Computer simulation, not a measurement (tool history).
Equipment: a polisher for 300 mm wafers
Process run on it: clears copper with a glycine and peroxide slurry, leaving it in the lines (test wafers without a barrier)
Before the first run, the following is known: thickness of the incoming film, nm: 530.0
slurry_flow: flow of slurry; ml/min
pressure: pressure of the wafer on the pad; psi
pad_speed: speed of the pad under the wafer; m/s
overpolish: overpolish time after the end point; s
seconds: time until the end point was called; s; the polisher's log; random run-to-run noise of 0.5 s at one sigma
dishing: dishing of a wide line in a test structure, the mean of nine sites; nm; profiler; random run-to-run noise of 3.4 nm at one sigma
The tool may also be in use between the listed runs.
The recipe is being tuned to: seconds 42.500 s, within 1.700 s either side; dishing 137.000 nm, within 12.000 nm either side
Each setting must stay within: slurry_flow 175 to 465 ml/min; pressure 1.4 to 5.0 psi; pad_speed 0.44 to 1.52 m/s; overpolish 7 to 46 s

run,hour,slurry_flow,pressure,pad_speed,overpolish,seconds,dishing
1,0.0,295,3.2,0.98,24,68.958,91.521
2,3.8,295,3.6,0.98,25,62.222,99.008
3,8.1,295,2.9,0.98,25,73.913,88.332
4,11.3,295,3.4,1.00,26,62.663,99.836
5,18.3,295,3.1,1.00,26,69.115,91.182
6,22.5,295,3.5,1.00,26,62.611,93.610
7,26.8,300,3.8,1.00,31,57.870,111.130
8,32.0,300,4.1,1.00,32,53.616,118.690
9,33.3,300,4.3,1.00,32,51.692,116.540
10,37.6,300,4.5,1.02,33,49.182,127.900
11,46.2,300,4.6,1.04,33,47.610,126.600
12,50.5,300,4.7,1.04,33,47.557,129.660
13,58.7,300,4.8,1.06,33,45.474,132.890
14,61.2,300,4.8,1.08,33,45.074,131.640

Which of these 5 next moves meets every target?
A,63.7,375,4.5,1.18,35,?,?
B,63.7,315,5.0,0.96,25,?,?
C,63.7,395,5.0,1.16,33,?,?
D,63.7,335,5.0,1.18,33,?,?
E,63.7,285,4.6,1.06,33,?,?

move,seconds,dishing
A,42.158,133.030
B,46.271,115.540
C,38.769,135.400
D,38.631,135.400
E,46.209,128.000
A: in spec on every target
B: its largest miss is bigger than the last run's
C: carries the result that was furthest off beyond its target, to the other side
D: carries the result that was furthest off beyond its target, to the other side
E: its largest miss is bigger than the last run's
The right move is A.
